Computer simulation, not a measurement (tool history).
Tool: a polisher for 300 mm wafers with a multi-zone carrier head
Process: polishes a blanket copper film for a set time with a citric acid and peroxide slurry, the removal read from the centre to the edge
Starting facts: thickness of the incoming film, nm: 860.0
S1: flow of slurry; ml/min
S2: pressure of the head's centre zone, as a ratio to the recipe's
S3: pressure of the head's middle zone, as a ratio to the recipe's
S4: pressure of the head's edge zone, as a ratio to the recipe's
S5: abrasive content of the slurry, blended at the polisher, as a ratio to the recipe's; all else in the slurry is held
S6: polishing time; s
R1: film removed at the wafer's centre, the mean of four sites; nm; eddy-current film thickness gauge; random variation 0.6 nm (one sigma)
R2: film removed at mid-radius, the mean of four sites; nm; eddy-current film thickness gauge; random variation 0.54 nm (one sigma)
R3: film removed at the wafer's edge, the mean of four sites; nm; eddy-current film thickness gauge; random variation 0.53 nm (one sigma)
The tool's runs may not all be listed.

run,day,S1,S2,S3,S4,S5,S6,R1,R2,R3
1,0.000,290,1.00,1.00,1.00,1.00,42,89.044,89.863,88.266
2,0.092,290,0.92,1.00,1.00,1.00,42,81.805,88.437,87.972
3,0.442,300,0.98,0.99,0.95,0.85,40,80.020,82.708,78.619
4,0.471,330,0.98,0.99,0.95,0.85,40,81.167,80.743,79.277
5,0.517,330,1.02,0.99,0.95,0.85,40,84.069,82.623,79.034
6,0.667,325,1.04,0.97,0.91,0.75,39,81.383,76.241,72.978

What does the tool deliver on the next run?
7,1.008,310,1.05,0.97,0.88,0.65,39,?,?,?

{"run 7": {"R1": 80.83, "R2": 73.447, "R3": 69.985}}
